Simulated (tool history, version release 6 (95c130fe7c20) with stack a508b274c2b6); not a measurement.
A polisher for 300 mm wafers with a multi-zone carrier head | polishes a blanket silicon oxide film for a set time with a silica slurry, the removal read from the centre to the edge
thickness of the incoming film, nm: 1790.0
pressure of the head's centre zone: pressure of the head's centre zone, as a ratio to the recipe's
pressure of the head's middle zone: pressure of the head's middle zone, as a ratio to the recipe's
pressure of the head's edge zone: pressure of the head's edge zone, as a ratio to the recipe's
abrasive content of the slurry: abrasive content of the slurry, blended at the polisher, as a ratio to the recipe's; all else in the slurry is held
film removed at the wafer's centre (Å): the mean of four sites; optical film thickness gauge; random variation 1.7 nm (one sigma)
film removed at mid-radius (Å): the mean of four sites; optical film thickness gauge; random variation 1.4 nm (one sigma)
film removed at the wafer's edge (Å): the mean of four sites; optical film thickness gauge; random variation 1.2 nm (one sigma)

run	hour	flow of slurry (ml/min)	pressure of the head's centre zone	pressure of the head's middle zone	pressure of the head's edge zone	abrasive content of the slurry	polishing time (s)	film removed at the wafer's centre (Å)	film removed at mid-radius (Å)	film removed at the wafer's edge (Å)
1	0	200	1	1	1	1	38	1400.2	1378.4	1433.4
2	1.6	200	1	1	0.96	1	38	1421	1368.5	1385.7
3	4.7	195	1.02	0.96	0.95	1	38	1406.6	1343.6	1402.1
4	6.7	170	1.02	0.96	0.95	1	38	1389	1301.3	1378.3
5	9.3	170	1.02	0.96	0.95	0.9	38	1259.2	1203.7	1272.7
6	11.7	170	1.02	0.87	0.95	0.9	38	1287.9	1109.8	1265.7
7	20	190	1.05	0.86	0.95	0.9	38	1333	1101.5	1327.1
8	28.8	195	1.09	0.87	0.91	0.9	38	1416	1155.5	1295.3
# hour 36.2: slurry nozzle cleaned
9	36.2	205	1.1	0.86	0.91	0.9	38	1642.9	1267.1	1420.9
10	43.7	195	1.1	0.85	0.91	0.9	38	1593.8	1258.6	1399.3
11	50.3	190	1.1	0.84	0.91	0.9	38	1567.4	1225.2	1382.4

Run 12 comes next. What will it give?
12	51.2	190	1.1	0.83	0.91	0.9	38	?	?	?

film removed at the wafer's centre (Å): 1592.7
film removed at mid-radius (Å): 1198.8
film removed at the wafer's edge (Å): 1385.3
